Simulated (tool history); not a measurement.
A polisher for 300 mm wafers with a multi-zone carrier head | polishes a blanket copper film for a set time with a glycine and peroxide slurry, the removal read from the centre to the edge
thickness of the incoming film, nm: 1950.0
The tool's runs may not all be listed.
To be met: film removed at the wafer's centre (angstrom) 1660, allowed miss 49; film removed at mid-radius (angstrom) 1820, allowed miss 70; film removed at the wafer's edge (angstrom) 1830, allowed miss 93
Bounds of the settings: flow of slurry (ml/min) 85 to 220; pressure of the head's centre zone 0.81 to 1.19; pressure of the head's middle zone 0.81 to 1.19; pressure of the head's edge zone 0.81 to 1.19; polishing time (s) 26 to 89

run	hour	flow of slurry (ml/min)	pressure of the head's centre zone	pressure of the head's middle zone	pressure of the head's edge zone	polishing time (s)	film removed at the wafer's centre (angstrom)	film removed at mid-radius (angstrom)	film removed at the wafer's edge (angstrom)
1	0	140	1	1	1	57	2243.1	2219.1	2152.3
2	2.2	110	1	1	1	57	2112	2073.4	2047.9
3	7	110	1	1	1	46	1718.2	1645.7	1695.3
4	12.1	115	0.98	1.02	1.02	46	1699.8	1712.7	1718
5	18.4	115	0.98	1.02	1.02	56	2055.6	2106.8	2102.6
6	23	110	0.94	1	0.98	55	1907.9	2007.5	1985.2
7	31.1	105	0.92	0.99	0.96	54	1812.7	1899.8	1916.8
8	31.9	100	0.91	0.99	0.95	54	1751.3	1895.4	1951.7
9	39.6	100	0.91	0.99	0.93	53	1744.4	1818.6	1872.2

5 next moves are on the table. One of them brings every result within its allowed miss. Which?
A	47.3	85	0.96	0.99	0.81	58	?	?	?
B	47.3	105	0.97	1.02	0.91	53	?	?	?
C	47.3	85	0.89	0.98	0.89	56	?	?	?
D	47.3	120	0.93	1	0.94	54	?	?	?
E	47.3	95	0.92	0.98	0.96	56	?	?	?

move	film removed at the wafer's centre (angstrom)	film removed at mid-radius (angstrom)	film removed at the wafer's edge (angstrom)
A	1860.3	1924	1807.7
B	1875.5	1943.4	1828.2
C	1664.6	1842.3	1820.5
D	1914.5	2023.9	1942
E	1807.7	1920.8	1938.1
A: further off than the last run
B: further off than the last run
C: meets every target
D: further off than the last run
E: further off than the last run
Answer: C
